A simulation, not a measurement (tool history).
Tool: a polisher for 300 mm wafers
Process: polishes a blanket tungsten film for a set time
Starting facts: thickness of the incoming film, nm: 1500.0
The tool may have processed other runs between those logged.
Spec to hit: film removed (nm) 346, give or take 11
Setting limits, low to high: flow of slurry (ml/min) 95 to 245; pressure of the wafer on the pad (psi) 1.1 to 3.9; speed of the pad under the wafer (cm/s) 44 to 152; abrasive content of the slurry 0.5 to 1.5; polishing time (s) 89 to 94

run,day,flow of slurry (ml/min),pressure of the wafer on the pad (psi),speed of the pad under the wafer (cm/s),abrasive content of the slurry,polishing time (s),film removed (nm)
1,0,155,2.5,98,1,89,291.22
2,0.321,175,2.5,98,1,89,295.83
3,0.529,215,2.5,98,1,89,304.06
4,0.708,215,2.5,98,1,94,316.54
5,0.892,215,2.6,98,1,94,332.9
6,1.054,215,2.2,98,1,94,281.44
7,1.417,215,2.3,98,1,94,291.14
8,1.692,215,2.4,98,1,94,304.74
9,2.05,215,2.5,98,1,94,320.76
10,2.367,215,2.6,98,1,94,331.95

Which single option among these 4 for the next run brings every result within its allowed miss of target? Just one does.
A,2.683,245,2.5,98,1.05,93,?
B,2.683,230,2.2,108,1,92,?
C,2.683,245,2.7,100,1.1,89,?
D,2.683,145,2.6,92,1.45,89,?

move,film removed (nm)
A,320.66
B,302.76
C,340.61
D,300.48
A: the biggest miss grows against the last run
B: the biggest miss grows against the last run
C: each result inside its tolerance
D: the biggest miss grows against the last run
Correct choice: C, which meets every target

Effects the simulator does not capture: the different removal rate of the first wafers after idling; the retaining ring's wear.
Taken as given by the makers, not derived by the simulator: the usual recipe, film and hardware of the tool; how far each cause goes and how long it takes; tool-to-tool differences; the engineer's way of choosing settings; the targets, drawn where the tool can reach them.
